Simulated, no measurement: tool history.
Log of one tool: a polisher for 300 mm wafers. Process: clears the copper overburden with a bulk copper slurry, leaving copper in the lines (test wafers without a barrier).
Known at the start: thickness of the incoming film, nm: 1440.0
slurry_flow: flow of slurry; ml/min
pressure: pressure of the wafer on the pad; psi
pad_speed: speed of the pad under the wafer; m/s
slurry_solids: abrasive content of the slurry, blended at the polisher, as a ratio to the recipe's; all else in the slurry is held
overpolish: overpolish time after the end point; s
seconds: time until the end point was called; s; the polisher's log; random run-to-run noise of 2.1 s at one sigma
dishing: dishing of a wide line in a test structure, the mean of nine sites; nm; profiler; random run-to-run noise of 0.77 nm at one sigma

{"run": 1, "hour": 0.0, "slurry_flow": 305, "pressure": 3.3, "pad_speed": 1.42, "slurry_solids": 1.0, "overpolish": 27, "seconds": 86.622, "dishing": 103.11}
{"run": 2, "hour": 1.9, "slurry_flow": 310, "pressure": 2.7, "pad_speed": 1.48, "slurry_solids": 1.05, "overpolish": 21, "seconds": 99.284, "dishing": 93.105}
{"run": 3, "hour": 7.9, "slurry_flow": 310, "pressure": 2.7, "pad_speed": 1.48, "slurry_solids": 1.05, "overpolish": 14, "seconds": 97.056, "dishing": 78.979}
{"run": 4, "hour": 13.5, "slurry_flow": 270, "pressure": 2.3, "pad_speed": 1.6, "slurry_solids": 0.85, "overpolish": 12, "seconds": 116.23, "dishing": 67.81}
{"run": 5, "hour": 21.1, "slurry_flow": 270, "pressure": 2.3, "pad_speed": 1.6, "slurry_solids": 0.85, "overpolish": 8, "seconds": 116.46, "dishing": 50.975}
{"run": 6, "hour": 27.3, "slurry_flow": 270, "pressure": 2.3, "pad_speed": 1.82, "slurry_solids": 0.85, "overpolish": 8, "seconds": 103.89, "dishing": 55.682}
{"run": 7, "hour": 33.9, "slurry_flow": 265, "pressure": 2.2, "pad_speed": 1.8, "slurry_solids": 0.85, "overpolish": 9, "seconds": 108.08, "dishing": 58.108}
{"run": 8, "hour": 39.8, "slurry_flow": 265, "pressure": 2.1, "pad_speed": 1.8, "slurry_solids": 0.85, "overpolish": 9, "seconds": 111.12, "dishing": 56.891}

Run 9, settings as shown, results not yet in. Your forecast:
{"run": 9, "hour": 40.4, "slurry_flow": 265, "pressure": 2.0, "pad_speed": 1.8, "slurry_solids": 0.85, "overpolish": 9, "seconds": "?", "dishing": "?"}

Run 9 gave seconds 116.620 s, dishing 54.608 nm.

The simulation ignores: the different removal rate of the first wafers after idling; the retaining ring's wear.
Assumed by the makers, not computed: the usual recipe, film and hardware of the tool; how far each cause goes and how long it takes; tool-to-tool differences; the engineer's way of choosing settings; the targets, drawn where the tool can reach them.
